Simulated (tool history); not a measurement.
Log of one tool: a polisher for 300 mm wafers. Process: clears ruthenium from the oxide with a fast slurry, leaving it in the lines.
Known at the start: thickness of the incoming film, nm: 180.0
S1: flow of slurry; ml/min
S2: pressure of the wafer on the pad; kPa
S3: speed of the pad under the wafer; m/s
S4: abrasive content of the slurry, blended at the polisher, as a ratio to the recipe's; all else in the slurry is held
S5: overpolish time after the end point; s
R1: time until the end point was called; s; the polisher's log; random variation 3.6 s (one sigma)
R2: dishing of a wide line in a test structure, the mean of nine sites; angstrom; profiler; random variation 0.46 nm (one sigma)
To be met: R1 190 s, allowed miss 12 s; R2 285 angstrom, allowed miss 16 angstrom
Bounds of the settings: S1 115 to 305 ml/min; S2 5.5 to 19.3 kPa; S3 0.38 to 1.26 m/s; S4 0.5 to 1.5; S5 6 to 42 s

run	hour	S1	S2	S3	S4	S5	R1	R2
1	0	195	12.4	0.82	1	21	73.98	424.05
2	6.6	195	10.3	0.72	1	24	102.38	368.35
3	8.7	195	7.6	0.72	1	24	132.82	288.87
4	15.6	195	6.9	0.68	1	26	153.93	273.76
5	20.4	195	6.9	0.5	1	26	205.63	205.2
6	27.4	240	6.9	0.5	1	26	202.25	211.94
7	31.7	240	6.9	0.5	1	28	201.98	227.43
8	35.8	240	6.9	0.5	1	30	193.02	246.92
9	37.5	240	6.9	0.5	1	31	203.76	244.37
10	41.9	240	6.9	0.5	1	32	205.39	255.81

4 next moves are on the table. One of them brings every result within its allowed miss. Which?
A	46.3	200	6.9	0.64	0.95	30	?	?
B	46.3	305	8.3	0.54	0.95	28	?	?
C	46.3	235	5.5	0.74	0.85	33	?	?
D	46.3	215	10.3	0.48	0.85	29	?	?

move	R1	R2
A	165.27	287.9
B	156.26	284.59
C	186.15	281.86
D	156.69	292.96
A: brings the result that was furthest off to its target, and leaves another outside
B: brings the result that was furthest off to its target, and leaves another outside
C: meets every target
D: brings the result that was furthest off to its target, and leaves another outside
Move C is the one to make.

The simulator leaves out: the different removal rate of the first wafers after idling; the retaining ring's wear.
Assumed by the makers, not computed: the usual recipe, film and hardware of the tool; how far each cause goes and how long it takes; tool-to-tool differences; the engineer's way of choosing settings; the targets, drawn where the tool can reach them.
